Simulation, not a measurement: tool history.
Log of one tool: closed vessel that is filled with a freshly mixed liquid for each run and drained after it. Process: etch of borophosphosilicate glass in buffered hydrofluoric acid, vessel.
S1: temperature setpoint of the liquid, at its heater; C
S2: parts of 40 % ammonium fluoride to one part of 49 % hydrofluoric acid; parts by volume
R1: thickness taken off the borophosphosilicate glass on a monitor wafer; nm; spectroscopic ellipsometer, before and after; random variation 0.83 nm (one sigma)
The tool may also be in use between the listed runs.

run 1 day=0.000 | S1=20.0 S2=9.5 time_in_the_liquid_(s)=95 | R1=94.875
run 2 day=0.258 | S1=22.0 S2=9.5 time_in_the_liquid_(s)=95 | R1=106.470
run 3 day=0.338 | S1=22.0 S2=12.0 time_in_the_liquid_(s)=95 | R1=84.461
run 4 day=0.621 | S1=22.0 S2=10.0 time_in_the_liquid_(s)=95 | R1=101.500
run 5 day=0.950 | S1=23.0 S2=10.0 time_in_the_liquid_(s)=95 | R1=106.680
run 6 day=1.188 | S1=24.0 S2=10.0 time_in_the_liquid_(s)=95 | R1=111.440
run 7 day=1.417 | S1=25.0 S2=10.0 time_in_the_liquid_(s)=95 | R1=119.080

Forecast run 8:
run 8 day=1.583 | S1=25.5 S2=10.0 time_in_the_liquid_(s)=95 | R1=?

R1: 122.210 nm

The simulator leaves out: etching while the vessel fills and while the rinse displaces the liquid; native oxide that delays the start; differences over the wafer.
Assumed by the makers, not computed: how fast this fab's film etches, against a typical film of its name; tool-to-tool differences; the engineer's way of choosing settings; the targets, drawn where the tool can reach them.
